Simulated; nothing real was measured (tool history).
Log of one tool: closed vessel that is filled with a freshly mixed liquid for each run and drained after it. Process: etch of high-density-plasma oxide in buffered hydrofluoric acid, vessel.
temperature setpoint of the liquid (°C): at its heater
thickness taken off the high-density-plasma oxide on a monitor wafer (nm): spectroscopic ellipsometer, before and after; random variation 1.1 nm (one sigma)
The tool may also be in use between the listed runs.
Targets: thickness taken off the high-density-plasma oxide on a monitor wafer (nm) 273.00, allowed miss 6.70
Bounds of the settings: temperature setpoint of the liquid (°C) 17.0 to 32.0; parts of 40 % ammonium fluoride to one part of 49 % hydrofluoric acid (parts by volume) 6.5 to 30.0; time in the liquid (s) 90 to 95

run    day  temperature setpoint of the liquid (°C)  parts of 40 % ammonium fluoride to one part of 49 % hydrofluoric acid (parts by volume)  time in the liquid (s)  thickness taken off the high-density-plasma oxide on a monitor wafer (nm)
  1  0.000                                     25.0                                                                                     18.5                      90                                                                     105.95
  2  0.225                                     25.0                                                                                     18.5                      90                                                                     104.63
  3  0.279                                     26.5                                                                                     16.0                      90                                                                     132.19
  4  0.504                                     27.5                                                                                     14.5                      90                                                                     151.57
  5  0.783                                     28.5                                                                                     13.0                      90                                                                     180.39
  6  0.988                                     28.5                                                                                     13.0                      90                                                                     180.06
  7  1.246                                     29.5                                                                                     12.0                      90                                                                     203.82
  8  1.312                                     30.0                                                                                     11.5                      90                                                                     218.87
  9  1.379                                     30.5                                                                                     11.0                      90                                                                     236.11

5 next moves are on the table. One of them brings every result within its allowed miss. Which?
  A  1.446                                     27.0                                                                                     10.0                      90                                                                          ?
  B  1.446                                     30.0                                                                                     11.0                      95                                                                          ?
  C  1.446                                     30.5                                                                                      9.0                      90                                                                          ?
  D  1.446                                     25.5                                                                                      9.0                      90                                                                          ?
  E  1.446                                     27.5                                                                                     11.0                      95                                                                          ?

move  thickness taken off the high-density-plasma oxide on a monitor wafer (nm)
   A                                                                     213.71
   B                                                                     241.02
   C                                                                     274.72
   D                                                                     210.67
   E                                                                     211.17
A: further off than the last run
B: nearer than the last run, and not there yet
C: meets every target
D: further off than the last run
E: further off than the last run
Answer: C

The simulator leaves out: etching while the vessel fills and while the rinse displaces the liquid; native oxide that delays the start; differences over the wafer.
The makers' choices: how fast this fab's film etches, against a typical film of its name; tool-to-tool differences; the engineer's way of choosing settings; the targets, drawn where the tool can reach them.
